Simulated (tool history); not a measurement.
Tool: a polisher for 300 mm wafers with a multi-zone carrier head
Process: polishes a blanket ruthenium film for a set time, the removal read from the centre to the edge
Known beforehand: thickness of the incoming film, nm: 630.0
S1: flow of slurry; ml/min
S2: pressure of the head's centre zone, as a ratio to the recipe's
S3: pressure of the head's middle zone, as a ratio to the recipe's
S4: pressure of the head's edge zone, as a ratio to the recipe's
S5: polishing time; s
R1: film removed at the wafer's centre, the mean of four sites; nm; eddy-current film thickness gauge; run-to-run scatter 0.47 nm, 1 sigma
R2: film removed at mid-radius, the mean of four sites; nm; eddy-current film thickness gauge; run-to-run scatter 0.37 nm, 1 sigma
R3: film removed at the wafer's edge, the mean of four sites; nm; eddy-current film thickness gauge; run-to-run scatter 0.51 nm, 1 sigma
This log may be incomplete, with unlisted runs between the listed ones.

run,hour,S1,S2,S3,S4,S5,R1,R2,R3
1,0.0,120,1.00,1.00,1.00,45,72.329,74.447,72.210
2,3.3,120,1.00,1.04,1.00,45,72.141,76.514,72.189
3,12.1,115,0.97,1.03,0.97,41,62.991,68.695,64.188
4,20.8,110,0.95,1.02,0.95,38,56.910,62.054,60.030
5,22.2,110,0.94,1.03,0.93,35,50.642,57.367,53.893
6,25.8,80,0.94,1.03,0.93,35,44.557,51.721,50.347
7,32.0,80,0.94,1.03,0.91,34,44.309,50.639,48.634
8,34.1,80,0.93,1.03,0.90,34,43.880,49.959,48.605

Run 9 is up next; what results do you expect?
9,39.7,80,0.90,1.07,0.83,30,?,?,?

{"run 9": {"R1": 37.633, "R2": 46.079, "R3": 41.748}}
